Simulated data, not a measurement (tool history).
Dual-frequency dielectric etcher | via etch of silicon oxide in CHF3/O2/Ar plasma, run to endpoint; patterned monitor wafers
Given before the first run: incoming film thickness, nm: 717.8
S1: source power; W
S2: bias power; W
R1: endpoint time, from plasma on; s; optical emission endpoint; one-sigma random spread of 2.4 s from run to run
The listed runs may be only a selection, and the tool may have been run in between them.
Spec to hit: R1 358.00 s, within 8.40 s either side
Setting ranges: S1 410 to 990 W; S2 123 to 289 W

Run 1, hour 0.0: S1 700 W, S2 206 W. Result: R1 322.94 s.
Run 2, hour 5.3: S1 660 W, S2 203 W. Result: R1 330.92 s.
Run 3, hour 10.2: S1 630 W, S2 200 W. Result: R1 336.16 s.
Run 4, hour 13.1: S1 630 W, S2 237 W. Result: R1 318.33 s.
Run 5, hour 20.0: S1 590 W, S2 232 W. Result: R1 332.02 s.
Run 6, hour 22.0: S1 690 W, S2 232 W. Result: R1 310.03 s.
Run 7, hour 28.2: S1 550 W, S2 217 W. Result: R1 346.99 s.
Run 8, hour 29.0: S1 540 W, S2 216 W. Result: R1 347.01 s.

Which one of the following 4 next-run settings gets every result inside its allowed miss? There is exactly one.
Run A, hour 29.8: S1 550 W, S2 219 W. Result: R1 ?.
Run B, hour 29.8: S1 520 W, S2 204 W. Result: R1 ?.
Run C, hour 29.8: S1 550 W, S2 231 W. Result: R1 ?.
Run D, hour 29.8: S1 710 W, S2 193 W. Result: R1 ?.

move      R1
   A  339.48
   B  353.79
   C  333.74
   D  323.38
A: further off than the last run
B: every result lands within tolerance
C: further off than the last run
D: further off than the last run
So the answer is move B, the one that meets all the targets.
